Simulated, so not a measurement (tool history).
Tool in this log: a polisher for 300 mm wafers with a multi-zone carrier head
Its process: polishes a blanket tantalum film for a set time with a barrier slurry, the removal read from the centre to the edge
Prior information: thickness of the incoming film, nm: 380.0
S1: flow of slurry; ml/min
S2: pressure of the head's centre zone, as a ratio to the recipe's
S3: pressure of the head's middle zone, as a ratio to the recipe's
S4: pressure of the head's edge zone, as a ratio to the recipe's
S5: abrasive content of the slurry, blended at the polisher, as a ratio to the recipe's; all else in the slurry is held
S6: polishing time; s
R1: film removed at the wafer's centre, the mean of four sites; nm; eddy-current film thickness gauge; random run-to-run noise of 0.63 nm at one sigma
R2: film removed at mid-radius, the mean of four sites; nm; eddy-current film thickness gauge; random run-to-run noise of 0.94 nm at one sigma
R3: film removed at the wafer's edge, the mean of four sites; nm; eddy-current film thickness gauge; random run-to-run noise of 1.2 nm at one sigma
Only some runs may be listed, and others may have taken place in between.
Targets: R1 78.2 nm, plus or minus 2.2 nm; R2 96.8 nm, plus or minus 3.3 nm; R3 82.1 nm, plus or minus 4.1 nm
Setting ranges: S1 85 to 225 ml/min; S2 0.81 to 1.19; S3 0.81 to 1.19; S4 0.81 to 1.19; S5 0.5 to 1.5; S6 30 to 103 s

run 1 hour=0 | S1=145 S2=1 S3=1 S4=1 S5=1 S6=66 | R1=71.657 R2=72.904 R3=70.756
run 2 hour=5.1 | S1=145 S2=1 S3=0.94 S4=1 S5=1 S6=66 | R1=71.129 R2=68.301 R3=70.147
run 3 hour=8 | S1=145 S2=1 S3=0.94 S4=1 S5=0.9 S6=66 | R1=70.068 R2=67.616 R3=69.544
run 4 hour=11.5 | S1=145 S2=1 S3=0.94 S4=1 S5=0.9 S6=77 | R1=81.807 R2=78.23 R3=80.14
run 5 hour=12.3 | S1=150 S2=0.99 S3=0.96 S4=1 S5=0.9 S6=77 | R1=80.902 R2=79.742 R3=83.267
run 6 hour=19.8 | S1=150 S2=1.07 S3=0.96 S4=1 S5=0.9 S6=77 | R1=86.691 R2=79.711 R3=83.274
run 7 hour=28 | S1=150 S2=1.05 S3=0.98 S4=0.99 S5=0.9 S6=77 | R1=86.289 R2=80.925 R3=79.838
run 8 hour=29.3 | S1=150 S2=1.03 S3=1 S4=0.99 S5=0.9 S6=77 | R1=85.41 R2=81.927 R3=80.143
run 9 hour=32.8 | S1=150 S2=1.03 S3=1 S4=0.99 S5=0.9 S6=77 | R1=83.754 R2=84.056 R3=79.946
run 10 hour=39.6 | S1=150 S2=1.02 S3=1.01 S4=0.99 S5=0.9 S6=77 | R1=83.358 R2=84.261 R3=81.776
run 11 hour=44.6 | S1=150 S2=1.01 S3=1.02 S4=0.99 S5=0.9 S6=77 | R1=84.451 R2=86.162 R3=79.393
run 12 hour=52.2 | S1=140 S2=0.91 S3=1.1 S4=1.09 S5=1.05 S6=77 | R1=76.042 R2=91.937 R3=86.633
run 13 hour=55.2 | S1=140 S2=0.91 S3=1.11 S4=1.08 S5=1.05 S6=77 | R1=76.802 R2=91.093 R3=87.515
run 14 hour=56.3 | S1=140 S2=0.91 S3=1.12 S4=1.07 S5=1.05 S6=77 | R1=77.065 R2=91.876 R3=85.593

5 candidate next runs follow, results not yet known. Just one meets every target within its allowed miss. Identify it.
run A hour=57.4 | S1=135 S2=0.85 S3=0.98 S4=1.19 S5=0.95 S6=82 | R1=? R2=? R3=?
run B hour=57.4 | S1=140 S2=0.9 S3=1.08 S4=1.07 S5=1 S6=83 | R1=? R2=? R3=?
run C hour=57.4 | S1=145 S2=0.93 S3=1.03 S4=1.05 S5=1.1 S6=76 | R1=? R2=? R3=?
run D hour=57.4 | S1=140 S2=0.98 S3=1.07 S4=0.99 S5=0.75 S6=78 | R1=? R2=? R3=?
run E hour=57.4 | S1=135 S2=0.93 S3=1.17 S4=1 S5=1.15 S6=76 | R1=? R2=? R3=?

move=A R1=73.389 R2=87.085 R3=92.949
move=B R1=79.904 R2=97.226 R3=90.233
move=C R1=77.372 R2=87.529 R3=83.719
move=D R1=77.25 R2=85.798 R3=77.296
move=E R1=77.049 R2=97.278 R3=81.575
A: moves away from the targets compared with the last run
B: the furthest-off result lands on target, but another misses its tolerance
C: moves away from the targets compared with the last run
D: moves away from the targets compared with the last run
E: all results in spec
The right move is E.
